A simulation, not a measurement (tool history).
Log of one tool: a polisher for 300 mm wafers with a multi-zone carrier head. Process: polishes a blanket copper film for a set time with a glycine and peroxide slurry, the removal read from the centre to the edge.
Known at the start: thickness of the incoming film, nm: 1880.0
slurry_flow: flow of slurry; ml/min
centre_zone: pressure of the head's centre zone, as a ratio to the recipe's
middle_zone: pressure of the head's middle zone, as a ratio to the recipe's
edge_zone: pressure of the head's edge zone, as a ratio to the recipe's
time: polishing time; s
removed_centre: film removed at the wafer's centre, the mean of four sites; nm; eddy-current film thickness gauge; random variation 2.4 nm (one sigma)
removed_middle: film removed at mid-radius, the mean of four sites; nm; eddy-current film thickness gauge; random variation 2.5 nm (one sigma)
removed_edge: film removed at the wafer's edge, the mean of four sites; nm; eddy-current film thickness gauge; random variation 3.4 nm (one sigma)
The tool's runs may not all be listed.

run,day,slurry_flow,centre_zone,middle_zone,edge_zone,time,removed_centre,removed_middle,removed_edge
1,0.000,310,1.00,1.00,1.00,73,433.59,433.91,421.61
2,0.200,310,1.00,0.92,1.00,73,437.27,398.51,417.74
3,0.221,310,1.00,0.86,1.00,73,429.84,378.63,428.62
4,0.321,310,1.00,0.86,1.07,73,432.62,380.15,448.82
5,0.454,305,0.97,0.87,1.03,69,403.16,359.29,411.05
6,0.683,300,0.94,0.90,1.02,64,361.98,346.16,379.40
7,0.875,295,0.92,0.91,0.99,61,331.50,335.49,357.40
8,1.008,295,0.92,0.91,0.97,59,323.75,317.06,341.90
9,1.283,295,0.91,0.92,0.95,57,312.59,316.23,324.80
10,1.533,295,0.91,0.92,0.95,57,308.88,311.91,324.04
11,1.592,295,0.90,0.92,0.93,56,300.63,312.75,315.35
12,1.654,295,0.89,0.92,0.91,55,292.07,301.18,307.78
13,1.729,295,0.89,0.92,0.91,55,288.94,304.65,302.84
14,1.838,295,0.88,0.92,0.89,54,286.25,294.51,302.16

Forecast run 15:
15,1.950,290,0.87,0.93,0.88,53,?,?,?

{"run 15": {"removed_centre": 277.07, "removed_middle": 287.02, "removed_edge": 298.91}}
